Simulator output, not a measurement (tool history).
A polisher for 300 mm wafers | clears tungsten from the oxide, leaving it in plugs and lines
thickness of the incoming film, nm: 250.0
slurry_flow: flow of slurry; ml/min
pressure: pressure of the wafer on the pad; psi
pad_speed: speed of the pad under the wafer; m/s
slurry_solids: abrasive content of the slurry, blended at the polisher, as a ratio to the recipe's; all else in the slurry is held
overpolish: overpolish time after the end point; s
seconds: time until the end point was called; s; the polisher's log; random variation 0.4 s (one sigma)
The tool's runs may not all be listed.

run,hour,slurry_flow,pressure,pad_speed,slurry_solids,overpolish,seconds
1,0.0,160,3.0,1.36,1.0,10,51.947
2,0.9,160,2.6,1.36,1.0,10,59.564
3,5.0,160,2.3,1.36,1.0,10,67.470
4,6.9,160,2.7,1.38,1.0,10,55.737
5,13.0,160,2.1,1.38,1.0,10,72.031
6,19.1,160,2.8,1.38,1.0,10,56.007
7,20.4,160,3.1,1.40,1.0,10,48.890
8,25.5,160,3.3,1.40,1.0,10,45.899
9,27.3,160,3.5,1.40,1.0,10,43.509
10,28.2,160,3.7,1.40,1.0,10,41.798
11,37.0,160,3.9,1.40,1.0,10,39.284

Run 12 comes next. What will it give?
12,40.6,160,4.0,1.40,1.0,10,?

Run 12 gave seconds 37.804 s.

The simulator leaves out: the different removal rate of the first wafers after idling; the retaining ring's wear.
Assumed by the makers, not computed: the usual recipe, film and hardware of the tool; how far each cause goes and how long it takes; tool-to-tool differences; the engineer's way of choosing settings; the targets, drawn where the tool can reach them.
